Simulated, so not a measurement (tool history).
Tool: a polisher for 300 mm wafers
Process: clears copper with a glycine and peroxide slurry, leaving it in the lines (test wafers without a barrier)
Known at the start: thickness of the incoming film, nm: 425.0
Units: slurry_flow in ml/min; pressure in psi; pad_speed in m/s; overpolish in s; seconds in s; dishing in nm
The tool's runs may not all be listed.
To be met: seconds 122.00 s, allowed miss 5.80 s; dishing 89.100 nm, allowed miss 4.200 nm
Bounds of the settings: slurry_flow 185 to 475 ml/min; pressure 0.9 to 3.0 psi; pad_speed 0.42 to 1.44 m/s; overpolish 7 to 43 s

run,hour,slurry_flow,pressure,pad_speed,overpolish,seconds,dishing
1,0.0,305,1.9,0.92,22,116.86,59.016
2,2.5,250,1.9,0.92,22,119.39,55.641
3,8.9,250,1.9,0.78,22,139.66,51.306
4,9.8,255,2.0,0.76,24,133.80,57.452
5,12.7,255,2.0,0.68,24,143.53,53.289
6,15.9,255,2.0,0.58,24,160.72,48.278
7,23.6,255,2.1,0.58,26,159.24,52.841
8,31.6,255,2.3,0.60,28,146.73,61.017
# hour 40.1: slurry nozzle cleaned
9,40.1,255,2.4,0.60,29,138.44,69.131
10,48.6,255,2.5,0.60,30,132.48,70.862
11,57.5,255,2.5,0.60,31,134.88,74.934
12,62.2,255,2.6,0.60,31,127.96,73.906
13,70.1,255,2.6,0.60,32,130.83,77.395
14,78.6,255,2.6,0.60,32,128.99,76.130

5 next moves are on the table. One of them brings every result within its allowed miss. Which?
A,87.1,280,2.6,0.58,25,?,?
B,87.1,320,2.5,0.66,36,?,?
C,87.1,220,2.5,0.60,40,?,?
D,87.1,245,2.7,0.56,39,?,?
E,87.1,360,2.1,0.78,32,?,?

move,seconds,dishing
A,128.22,61.331
B,118.37,88.613
C,131.35,89.130
D,130.10,88.530
E,115.66,80.894
A: further off than the last run
B: meets every target
C: brings the result that was furthest off to its target, and leaves another outside
D: brings the result that was furthest off to its target, and leaves another outside
E: nearer than the last run, and not there yet
Answer: B
